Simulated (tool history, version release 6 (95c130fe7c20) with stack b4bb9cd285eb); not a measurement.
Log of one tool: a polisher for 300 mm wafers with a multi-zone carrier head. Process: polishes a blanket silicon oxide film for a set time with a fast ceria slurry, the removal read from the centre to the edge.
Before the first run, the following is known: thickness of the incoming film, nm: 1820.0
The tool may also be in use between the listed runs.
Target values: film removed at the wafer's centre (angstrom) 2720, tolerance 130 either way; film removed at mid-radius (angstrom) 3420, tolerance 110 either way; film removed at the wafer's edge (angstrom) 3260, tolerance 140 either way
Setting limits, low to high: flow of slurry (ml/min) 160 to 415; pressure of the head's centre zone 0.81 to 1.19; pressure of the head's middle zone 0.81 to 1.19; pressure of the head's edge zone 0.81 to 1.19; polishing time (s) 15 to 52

run  hour  flow of slurry (ml/min)  pressure of the head's centre zone  pressure of the head's middle zone  pressure of the head's edge zone  polishing time (s)  film removed at the wafer's centre (angstrom)  film removed at mid-radius (angstrom)  film removed at the wafer's edge (angstrom)
  1     0                      265                                   1                                   1                                 1                  33                                         5174.7                                 5123.6                                       5374.3
  2   5.2                      255                                0.95                                1.01                              0.97                  29                                         4444.4                                 4583.2                                         4701
  3  11.5                      295                                0.95                                1.01                              0.97                  29                                         4486.3                                 4661.9                                       4784.5
  4  15.1                      295                                0.95                                1.01                              0.97                  23                                         3469.2                                 3591.2                                         3808
  5  18.5                      245                                0.95                                1.01                              0.97                  23                                         3450.4                                 3617.2                                         3711
  6  21.1                      235                                0.91                                1.03                              0.97                  22                                         3134.5                                 3508.1                                         3491
  7  26.3                      225                                0.89                                1.03                              0.97                  22                                         3059.3                                 3437.5                                       3621.7
       30  -- edge zone pressure recalibrated
  8    30                      220                                0.88                                1.05                              0.96                  21                                         2852.5                                 3390.8                                       3155.1

Consider the 4 candidate settings below. Which is the only one whose results all fall within their allowed miss of target?
  A  33.7                      210                                0.91                                1.04                              0.93                  22                                              ?                                      ?                                            ?
  B  33.7                      220                                0.86                                1.19                              0.96                  20                                              ?                                      ?                                            ?
  C  33.7                      320                                0.84                                0.98                              1.02                  20                                              ?                                      ?                                            ?
  D  33.7                      305                                0.81                                1.02                              0.97                  21                                              ?                                      ?                                            ?

move  film removed at the wafer's centre (angstrom)  film removed at mid-radius (angstrom)  film removed at the wafer's edge (angstrom)
   A                                         3154.2                                 3478.8                                       3354.8
   B                                         2724.4                                   3566                                       3099.3
   C                                         2750.4                                   3117                                       3276.3
   D                                         2773.3                                 3373.7                                       3346.6
A: misses by more than the last run did
B: gets the furthest-off result to its target, but another result is out of tolerance
C: gets the furthest-off result to its target, but another result is out of tolerance
D: in spec on every target
Correct choice: D, which meets every target
